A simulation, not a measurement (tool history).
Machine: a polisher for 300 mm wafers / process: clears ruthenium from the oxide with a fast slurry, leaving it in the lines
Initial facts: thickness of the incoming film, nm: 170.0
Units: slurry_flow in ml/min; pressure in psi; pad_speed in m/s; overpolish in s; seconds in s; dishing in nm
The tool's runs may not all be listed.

run,hour,slurry_flow,pressure,pad_speed,slurry_solids,overpolish,seconds,dishing
1,0.0,185,2.0,0.76,1.0,23,99.795,34.001
2,7.6,185,2.1,0.76,1.0,24,95.897,35.760
3,12.9,185,2.1,0.66,1.0,24,111.020,32.233
4,15.2,185,2.5,0.66,1.0,24,94.947,37.245
5,23.4,185,2.8,0.66,1.0,24,85.955,39.558
6,24.2,185,2.8,0.76,1.0,24,75.671,45.269
7,30.1,185,2.8,0.78,1.0,25,72.613,48.089

Expected results for the next run?
8,34.2,185,2.8,0.78,1.0,26,?,?

{"run 8": {"seconds": 73.364, "dishing": 49.942}}
